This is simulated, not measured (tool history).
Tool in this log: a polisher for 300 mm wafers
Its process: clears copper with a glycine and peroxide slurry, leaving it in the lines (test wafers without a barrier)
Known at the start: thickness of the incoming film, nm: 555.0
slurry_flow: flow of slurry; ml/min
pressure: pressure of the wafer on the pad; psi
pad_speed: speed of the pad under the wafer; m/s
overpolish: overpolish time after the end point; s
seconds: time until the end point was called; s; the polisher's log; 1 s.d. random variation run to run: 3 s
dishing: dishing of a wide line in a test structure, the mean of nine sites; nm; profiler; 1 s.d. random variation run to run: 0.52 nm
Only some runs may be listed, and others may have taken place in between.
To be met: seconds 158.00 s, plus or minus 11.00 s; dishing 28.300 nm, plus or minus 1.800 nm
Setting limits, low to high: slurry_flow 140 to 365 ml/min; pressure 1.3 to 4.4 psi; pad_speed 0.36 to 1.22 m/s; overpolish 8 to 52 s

run 1 hour=0.0 | slurry_flow=235 pressure=2.8 pad_speed=0.78 overpolish=26 | seconds=139.07 dishing=73.855
run 2 hour=1.8 | slurry_flow=235 pressure=2.8 pad_speed=0.78 overpolish=31 | seconds=143.45 dishing=84.605
run 3 hour=7.3 | slurry_flow=230 pressure=2.5 pad_speed=0.80 overpolish=27 | seconds=147.77 dishing=72.100
run 4 hour=8.8 | slurry_flow=220 pressure=2.3 pad_speed=0.80 overpolish=24 | seconds=150.72 dishing=63.073
run 5 hour=11.5 | slurry_flow=190 pressure=2.3 pad_speed=0.80 overpolish=24 | seconds=154.59 dishing=62.262
run 6 hour=17.5 | slurry_flow=190 pressure=3.0 pad_speed=0.80 overpolish=24 | seconds=135.57 dishing=73.641
run 7 hour=24.0 | slurry_flow=220 pressure=2.7 pad_speed=0.80 overpolish=21 | seconds=136.12 dishing=60.948
run 8 hour=29.2 | slurry_flow=235 pressure=2.6 pad_speed=0.78 overpolish=19 | seconds=144.69 dishing=54.968
run 9 hour=31.8 | slurry_flow=170 pressure=1.8 pad_speed=1.00 overpolish=8 | seconds=155.17 dishing=22.798
run 10 hour=37.2 | slurry_flow=230 pressure=1.9 pad_speed=0.90 overpolish=11 | seconds=151.30 dishing=30.972
run 11 hour=44.8 | slurry_flow=225 pressure=1.9 pad_speed=0.90 overpolish=11 | seconds=162.69 dishing=31.369
run 12 hour=52.0 | slurry_flow=220 pressure=1.9 pad_speed=0.92 overpolish=11 | seconds=156.12 dishing=30.370

Next run, 5 choices. One meets every target within its allowed miss, the rest don't. Which?
run A hour=59.2 | slurry_flow=210 pressure=2.0 pad_speed=0.86 overpolish=12 | seconds=? dishing=?
run B hour=59.2 | slurry_flow=205 pressure=1.9 pad_speed=0.90 overpolish=12 | seconds=? dishing=?
run C hour=59.2 | slurry_flow=285 pressure=2.8 pad_speed=0.82 overpolish=8 | seconds=? dishing=?
run D hour=59.2 | slurry_flow=210 pressure=2.6 pad_speed=0.94 overpolish=8 | seconds=? dishing=?
run E hour=59.2 | slurry_flow=225 pressure=1.4 pad_speed=1.12 overpolish=10 | seconds=? dishing=?

move=A seconds=163.40 dishing=32.897
move=B seconds=163.26 dishing=32.864
move=C seconds=132.46 dishing=27.630
move=D seconds=129.34 dishing=28.172
move=E seconds=162.10 dishing=27.736
A: the biggest miss grows against the last run
B: the biggest miss grows against the last run
C: brings the last run's worst result on target, with another outside its allowed miss
D: brings the last run's worst result on target, with another outside its allowed miss
E: every result lands within tolerance
The right move is E.

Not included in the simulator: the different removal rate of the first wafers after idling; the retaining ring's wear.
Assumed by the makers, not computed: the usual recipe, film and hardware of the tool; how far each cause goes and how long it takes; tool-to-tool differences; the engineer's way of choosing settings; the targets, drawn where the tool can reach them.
